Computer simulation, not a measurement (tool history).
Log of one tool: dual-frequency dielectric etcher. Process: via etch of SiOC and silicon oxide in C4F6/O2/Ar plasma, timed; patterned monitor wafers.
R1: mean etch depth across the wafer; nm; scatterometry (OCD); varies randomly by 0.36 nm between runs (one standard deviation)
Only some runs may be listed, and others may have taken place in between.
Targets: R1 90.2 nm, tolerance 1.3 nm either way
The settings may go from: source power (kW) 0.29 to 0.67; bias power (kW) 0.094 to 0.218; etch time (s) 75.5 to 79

run 1 day=0 | source_power_(kW)=0.48 bias_power_(kW)=0.156 etch_time_(s)=75.5 | R1=82.473
run 2 day=0.246 | source_power_(kW)=0.48 bias_power_(kW)=0.131 etch_time_(s)=75.5 | R1=76.836
run 3 day=0.317 | source_power_(kW)=0.5 bias_power_(kW)=0.132 etch_time_(s)=75.5 | R1=78.888
run 4 day=0.479 | source_power_(kW)=0.5 bias_power_(kW)=0.132 etch_time_(s)=79 | R1=81.676
run 5 day=0.508 | source_power_(kW)=0.54 bias_power_(kW)=0.132 etch_time_(s)=79 | R1=83.975
run 6 day=0.85 | source_power_(kW)=0.59 bias_power_(kW)=0.132 etch_time_(s)=79 | R1=86.531
run 7 day=1.175 | source_power_(kW)=0.6 bias_power_(kW)=0.132 etch_time_(s)=79 | R1=86.246
run 8 day=1.467 | source_power_(kW)=0.61 bias_power_(kW)=0.133 etch_time_(s)=79 | R1=87.634
run 9 day=1.612 | source_power_(kW)=0.62 bias_power_(kW)=0.133 etch_time_(s)=79 | R1=88.172

Next run, 5 choices. One meets every target within its allowed miss, the rest don't. Which?
run A day=1.758 | source_power_(kW)=0.67 bias_power_(kW)=0.139 etch_time_(s)=77.5 | R1=?
run B day=1.758 | source_power_(kW)=0.55 bias_power_(kW)=0.147 etch_time_(s)=79 | R1=?
run C day=1.758 | source_power_(kW)=0.6 bias_power_(kW)=0.142 etch_time_(s)=77.5 | R1=?
run D day=1.758 | source_power_(kW)=0.66 bias_power_(kW)=0.123 etch_time_(s)=78.5 | R1=?
run E day=1.758 | source_power_(kW)=0.58 bias_power_(kW)=0.156 etch_time_(s)=75.5 | R1=?

move=A R1=89.648
move=B R1=87.369
move=C R1=87.098
move=D R1=86.781
move=E R1=86.653
A: meets every target
B: moves away from the targets compared with the last run
C: moves away from the targets compared with the last run
D: moves away from the targets compared with the last run
E: moves away from the targets compared with the last run
Move A is the one to make.

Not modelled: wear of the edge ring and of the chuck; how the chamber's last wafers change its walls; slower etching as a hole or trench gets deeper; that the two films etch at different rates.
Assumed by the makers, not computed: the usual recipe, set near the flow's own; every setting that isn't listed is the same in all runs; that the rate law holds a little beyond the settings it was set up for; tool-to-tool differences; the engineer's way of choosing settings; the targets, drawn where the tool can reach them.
